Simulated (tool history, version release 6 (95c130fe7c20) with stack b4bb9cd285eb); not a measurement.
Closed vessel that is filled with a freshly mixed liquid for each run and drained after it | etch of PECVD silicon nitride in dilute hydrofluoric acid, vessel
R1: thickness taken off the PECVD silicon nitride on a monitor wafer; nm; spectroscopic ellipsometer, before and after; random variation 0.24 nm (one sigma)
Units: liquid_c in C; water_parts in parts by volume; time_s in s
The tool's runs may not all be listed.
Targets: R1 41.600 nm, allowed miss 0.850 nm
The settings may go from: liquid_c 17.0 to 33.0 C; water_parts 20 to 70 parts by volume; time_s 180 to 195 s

run 1 hour=0.0 | liquid_c=25.0 water_parts=40 time_s=180 | R1=27.394
run 2 hour=7.0 | liquid_c=25.0 water_parts=40 time_s=180 | R1=27.316
run 3 hour=11.0 | liquid_c=27.0 water_parts=40 time_s=180 | R1=30.837
run 4 hour=15.2 | liquid_c=27.0 water_parts=40 time_s=180 | R1=31.194
run 5 hour=16.5 | liquid_c=28.5 water_parts=40 time_s=180 | R1=34.064
run 6 hour=18.6 | liquid_c=29.5 water_parts=40 time_s=180 | R1=36.668
run 7 hour=21.6 | liquid_c=30.0 water_parts=40 time_s=180 | R1=37.784
run 8 hour=26.3 | liquid_c=30.0 water_parts=40 time_s=180 | R1=38.125
run 9 hour=28.9 | liquid_c=30.5 water_parts=40 time_s=180 | R1=38.903
run 10 hour=35.3 | liquid_c=30.5 water_parts=40 time_s=180 | R1=39.338

4 next moves are on the table. One of them brings every result within its allowed miss. Which?
run A hour=41.7 | liquid_c=29.0 water_parts=35 time_s=195 | R1=?
run B hour=41.7 | liquid_c=25.0 water_parts=30 time_s=195 | R1=?
run C hour=41.7 | liquid_c=30.0 water_parts=35 time_s=180 | R1=?
run D hour=41.7 | liquid_c=32.0 water_parts=45 time_s=195 | R1=?

move=A R1=43.993
move=B R1=39.157
move=C R1=43.350
move=D R1=41.712
A: takes the result that was furthest off past its target
B: further off than the last run
C: takes the result that was furthest off past its target
D: meets every target
Answer: D

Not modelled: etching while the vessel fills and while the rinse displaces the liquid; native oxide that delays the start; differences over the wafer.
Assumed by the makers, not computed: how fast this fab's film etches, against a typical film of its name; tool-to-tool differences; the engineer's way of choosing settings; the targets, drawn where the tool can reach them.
